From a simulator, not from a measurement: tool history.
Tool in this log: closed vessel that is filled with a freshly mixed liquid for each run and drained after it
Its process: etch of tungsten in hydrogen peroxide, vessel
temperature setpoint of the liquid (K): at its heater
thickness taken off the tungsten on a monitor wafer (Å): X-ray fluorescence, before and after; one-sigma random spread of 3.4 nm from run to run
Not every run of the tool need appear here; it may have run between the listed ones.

run  hour  temperature setpoint of the liquid (K)  concentration of hydrogen peroxide in the mixed liquid (% by weight)  time in the liquid (s)  thickness taken off the tungsten on a monitor wafer (Å)
  1     0                                  325.15                                                                  17.5                     105                                                   2498.2
  2     6                                  325.15                                                                  17.5                     105                                                   2533.3
  3   8.3                                  327.65                                                                  17.5                     105                                                   2866.3
  4  15.7                                  329.15                                                                  17.5                     105                                                   3175.9
  5  19.1                                  330.15                                                                  17.5                     105                                                   3342.9
  6  24.3                                  331.15                                                                  17.5                     105                                                   3569.2
  7  27.7                                  331.65                                                                  17.5                     105                                                   3678.9

What will run 8 give?
  8  34.1                                  332.15                                                                  17.5                     105                                                        ?

{"run 8": {"thickness taken off the tungsten on a monitor wafer (Å)": 3748.7}}
